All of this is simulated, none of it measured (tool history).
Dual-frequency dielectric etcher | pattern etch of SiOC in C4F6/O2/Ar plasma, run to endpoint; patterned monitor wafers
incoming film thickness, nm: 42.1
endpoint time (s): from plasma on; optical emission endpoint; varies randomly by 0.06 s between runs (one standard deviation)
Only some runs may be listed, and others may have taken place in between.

| run | hour | bias power (kW) | source power (kW) | endpoint time (s) |
|---|---|---|---|---|
| 1 | 0.0 | 0.586 | 0.440 | 13.299 |
| 2 | 1.5 | 0.541 | 0.430 | 13.724 |
| 3 | 4.7 | 0.505 | 0.430 | 14.252 |
| 4 | 10.7 | 0.578 | 0.430 | 13.426 |
| 5 | 11.8 | 0.540 | 0.430 | 13.775 |
| 6 | 12.7 | 0.511 | 0.430 | 14.067 |
| 7 | 17.1 | 0.421 | 0.420 | 15.431 |

Forecast run 8:
| 8 | 19.1 | 0.432 | 0.420 | ? |

endpoint time (s): 15.253
